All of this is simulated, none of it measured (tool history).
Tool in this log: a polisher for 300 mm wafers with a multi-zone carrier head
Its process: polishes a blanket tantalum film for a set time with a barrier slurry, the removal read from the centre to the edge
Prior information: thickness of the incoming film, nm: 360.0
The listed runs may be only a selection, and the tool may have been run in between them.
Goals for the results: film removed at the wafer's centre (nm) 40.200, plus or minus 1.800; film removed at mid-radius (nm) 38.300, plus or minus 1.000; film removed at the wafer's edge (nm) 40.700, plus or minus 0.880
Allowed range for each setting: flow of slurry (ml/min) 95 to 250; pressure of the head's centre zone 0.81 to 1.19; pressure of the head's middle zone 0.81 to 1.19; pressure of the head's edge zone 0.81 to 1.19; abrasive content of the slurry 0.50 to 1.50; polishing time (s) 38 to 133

run  hour  flow of slurry (ml/min)  pressure of the head's centre zone  pressure of the head's middle zone  pressure of the head's edge zone  abrasive content of the slurry  polishing time (s)  film removed at the wafer's centre (nm)  film removed at mid-radius (nm)  film removed at the wafer's edge (nm)
  1   0.0                      160                                1.00                                1.00                              1.00                            1.00                  85                                   74.805                           74.445                                 76.736
  2   5.8                      160                                1.00                                1.00                              1.00                            1.00                  93                                   80.912                           79.951                                 82.623
  3   6.4                      160                                1.00                                1.00                              0.97                            1.00                  93                                   82.049                           79.493                                 82.400
  4  14.3                      155                                0.99                                0.99                              0.95                            0.90                  86                                   70.160                           70.571                                 72.569
  5  21.2                      150                                1.00                                0.98                              0.93                            0.85                  81                                   66.227                           63.746                                 66.148
  6  28.1                      145                                0.99                                0.97                              0.91                            0.80                  77                                   61.133                           57.986                                 59.594
  7  29.3                      140                                0.97                                0.96                              0.90                            0.75                  75                                   54.188                           53.066                                 55.272
     36.3  -- slurry nozzle cleaned
  8  36.3                      140                                0.98                                0.90                              0.81                            0.50                  61                                   34.939                           32.351                                 33.649
  9  38.2                      150                                0.98                                0.91                              0.83                            0.50                  61                                   35.609                           33.398                                 34.381
 10  45.7                      150                                0.99                                0.92                              0.86                            0.50                  61                                   35.492                           33.186                                 34.543
 11  49.5                      145                                1.00                                0.93                              0.89                            0.50                  61                                   36.847                           33.771                                 34.942
 12  53.9                      140                                1.00                                0.94                              0.92                            0.50                  61                                   35.900                           33.770                                 35.369

Next run, 4 choices. One meets every target within its allowed miss, the rest don't. Which?
  A  58.3                      155                                0.98                                0.94                              0.95                            0.50                  68                                        ?                                ?                                      ?
  B  58.3                      135                                1.01                                0.81                              1.03                            0.50                  69                                        ?                                ?                                      ?
  C  58.3                      170                                1.19                                0.91                              0.82                            0.75                  38                                        ?                                ?                                      ?
  D  58.3                       95                                1.01                                0.91                              0.91                            0.75                  60                                        ?                                ?                                      ?

move  film removed at the wafer's centre (nm)  film removed at mid-radius (nm)  film removed at the wafer's edge (nm)
   A                                   40.175                           38.067                                 40.842
   B                                   40.885                           33.355                                 42.432
   C                                   36.765                           27.816                                 28.602
   D                                   43.503                           39.419                                 43.822
A: in spec on every target
B: takes the result that was furthest off past its target
C: lands further from the targets than the last run did
D: takes the result that was furthest off past its target
Answer: A
